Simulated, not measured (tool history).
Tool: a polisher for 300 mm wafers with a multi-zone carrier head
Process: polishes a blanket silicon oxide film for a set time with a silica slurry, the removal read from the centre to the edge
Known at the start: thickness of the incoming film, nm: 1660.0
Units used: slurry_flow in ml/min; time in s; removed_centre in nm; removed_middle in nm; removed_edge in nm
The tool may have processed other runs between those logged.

run,hour,slurry_flow,centre_zone,middle_zone,edge_zone,slurry_solids,time,removed_centre,removed_middle,removed_edge
1,0,125,1,1,1,1,77,170.96,181.85,189.29
2,3.4,120,0.99,1,0.97,0.9,76,156,162.38,165.32
3,4,120,0.99,0.96,0.97,0.9,76,156.31,163.2,166.46
4,12.5,110,0.97,0.95,0.96,0.85,76,140.54,147.36,156.54
5,16.3,105,0.96,0.95,0.93,0.85,76,136.99,145.33,153.73
6,21.2,105,0.96,0.96,0.91,0.8,76,135.02,136.57,142.9
7,28.5,100,0.95,0.98,0.9,0.8,76,128.47,138.25,140.74
8,37,95,0.95,0.98,0.89,0.8,76,125.06,137.79,137.63
9,42.1,80,0.96,0.95,0.85,0.75,76,107.29,116.73,118.54

What will run 10 give?
10,48.5,85,0.95,0.95,0.85,0.75,76,?,?,?

removed_centre: 112.08 nm
removed_middle: 120.61 nm
removed_edge: 123.39 nm

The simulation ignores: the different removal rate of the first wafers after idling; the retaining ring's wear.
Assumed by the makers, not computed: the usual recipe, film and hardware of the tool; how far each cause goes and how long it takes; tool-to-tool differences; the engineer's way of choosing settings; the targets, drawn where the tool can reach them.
